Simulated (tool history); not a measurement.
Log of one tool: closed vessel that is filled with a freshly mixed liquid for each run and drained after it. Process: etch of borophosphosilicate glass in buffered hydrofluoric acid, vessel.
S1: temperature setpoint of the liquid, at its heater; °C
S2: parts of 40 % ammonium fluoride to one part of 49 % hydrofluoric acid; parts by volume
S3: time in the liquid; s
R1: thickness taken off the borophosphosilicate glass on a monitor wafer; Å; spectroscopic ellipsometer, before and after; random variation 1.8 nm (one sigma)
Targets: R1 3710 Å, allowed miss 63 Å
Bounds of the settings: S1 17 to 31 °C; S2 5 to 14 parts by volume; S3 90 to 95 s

| run | day | S1 | S2 | S3 | R1 |
|---|---|---|---|---|---|
| 1 | 0 | 23 | 8.5 | 90 | 2041.5 |
| 2 | 0.338 | 23 | 7 | 90 | 2542.3 |
| 3 | 0.717 | 23 | 5 | 90 | 3425.8 |
| 4 | 1.067 | 23 | 7 | 90 | 2564 |
| 5 | 1.292 | 24 | 7 | 90 | 2695.9 |
| 6 | 1.425 | 24.5 | 7 | 90 | 2774.9 |
| 7 | 1.779 | 25 | 7 | 90 | 2858.7 |
| 8 | 2.033 | 29 | 7 | 90 | 3513.7 |

4 next moves are on the table. One of them brings every result within its allowed miss. Which?
| A | 2.288 | 31 | 7.5 | 90 | ? |
| B | 2.288 | 28 | 6.5 | 90 | ? |
| C | 2.288 | 30 | 7 | 90 | ? |
| D | 2.288 | 28.5 | 7 | 95 | ? |

| move | R1 |
|---|---|
| A | 3606 |
| B | 3551.3 |
| C | 3691.9 |
| D | 3604.5 |
A: nearer than the last run, and not there yet
B: nearer than the last run, and not there yet
C: meets every target
D: nearer than the last run, and not there yet
Move C is the one to make.
